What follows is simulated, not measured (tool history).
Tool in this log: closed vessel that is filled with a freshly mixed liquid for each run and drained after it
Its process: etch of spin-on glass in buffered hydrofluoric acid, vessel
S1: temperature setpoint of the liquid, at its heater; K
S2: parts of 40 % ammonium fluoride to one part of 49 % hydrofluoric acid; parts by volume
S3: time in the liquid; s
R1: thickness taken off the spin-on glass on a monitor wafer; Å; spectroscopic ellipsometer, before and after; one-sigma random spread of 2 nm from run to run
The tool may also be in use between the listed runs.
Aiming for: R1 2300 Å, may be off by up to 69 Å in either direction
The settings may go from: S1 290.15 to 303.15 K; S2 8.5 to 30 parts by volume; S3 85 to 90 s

{"run": 1, "day": 0.0, "S1": 295.15, "S2": 23, "S3": 85, "R1": 1415.1}
{"run": 2, "day": 0.204, "S1": 295.15, "S2": 23, "S3": 85, "R1": 1426.7}
{"run": 3, "day": 0.408, "S1": 296.65, "S2": 22.5, "S3": 85, "R1": 1571.1}
{"run": 4, "day": 0.492, "S1": 296.65, "S2": 27.5, "S3": 85, "R1": 1365.7}
{"run": 5, "day": 0.608, "S1": 297.65, "S2": 26.5, "S3": 85, "R1": 1495.1}
{"run": 6, "day": 0.75, "S1": 298.65, "S2": 26, "S3": 85, "R1": 1610.5}
{"run": 7, "day": 0.946, "S1": 299.15, "S2": 25.5, "S3": 85, "R1": 1628.1}
{"run": 8, "day": 0.988, "S1": 299.65, "S2": 24.5, "S3": 85, "R1": 1756.5}
{"run": 9, "day": 1.1, "S1": 300.15, "S2": 24, "S3": 85, "R1": 1834.5}
{"run": 10, "day": 1.375, "S1": 300.65, "S2": 23.5, "S3": 85, "R1": 1885.1}
{"run": 11, "day": 1.592, "S1": 301.15, "S2": 23, "S3": 85, "R1": 2022.2}
{"run": 12, "day": 1.783, "S1": 301.65, "S2": 23, "S3": 85, "R1": 2014}
{"run": 13, "day": 1.992, "S1": 301.65, "S2": 22.5, "S3": 85, "R1": 2088.1}
{"run": 14, "day": 2.279, "S1": 302.65, "S2": 22, "S3": 85, "R1": 2223}

Which single option among these 5 for the next run brings every result within its allowed miss of target? Just one does.
{"run": "A", "day": 2.567, "S1": 302.15, "S2": 19, "S3": 85, "R1": "?"}
{"run": "B", "day": 2.567, "S1": 303.15, "S2": 24, "S3": 85, "R1": "?"}
{"run": "C", "day": 2.567, "S1": 303.15, "S2": 21, "S3": 90, "R1": "?"}
{"run": "D", "day": 2.567, "S1": 301.15, "S2": 20, "S3": 90, "R1": "?"}
{"run": "E", "day": 2.567, "S1": 301.65, "S2": 20.5, "S3": 85, "R1": "?"}

move=A R1=2418.8
move=B R1=2141.3
move=C R1=2484.5
move=D R1=2307.2
move=E R1=2201
A: takes the biggest miss from the last run beyond its target
B: lands further from the targets than the last run did
C: takes the biggest miss from the last run beyond its target
D: hits every target within its allowed miss
E: lands further from the targets than the last run did
The move that meets every target is D.
